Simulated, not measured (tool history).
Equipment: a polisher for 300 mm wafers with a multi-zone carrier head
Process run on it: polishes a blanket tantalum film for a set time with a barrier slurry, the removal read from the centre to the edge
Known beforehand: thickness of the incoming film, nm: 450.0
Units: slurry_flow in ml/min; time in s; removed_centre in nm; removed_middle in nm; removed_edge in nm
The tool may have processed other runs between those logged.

run,hour,slurry_flow,centre_zone,middle_zone,edge_zone,slurry_solids,time,removed_centre,removed_middle,removed_edge
1,0.0,310,1.00,1.00,1.00,1.00,64,104.10,105.51,101.74
2,1.6,310,1.00,1.00,1.00,1.20,64,106.80,109.10,107.90
3,7.7,315,1.02,1.02,1.03,1.30,68,118.68,119.52,118.97
4,8.5,315,0.97,1.02,1.03,1.30,68,112.86,120.24,119.34
5,12.3,315,0.97,1.02,1.03,1.30,77,129.02,133.49,134.79
6,19.2,315,0.97,1.07,1.03,1.30,77,127.28,138.57,133.50

Expected results for the next run?
7,24.3,320,0.99,1.07,1.06,1.35,78,?,?,?

{"run 7": {"removed_centre": 135.61, "removed_middle": 139.48, "removed_edge": 139.39}}
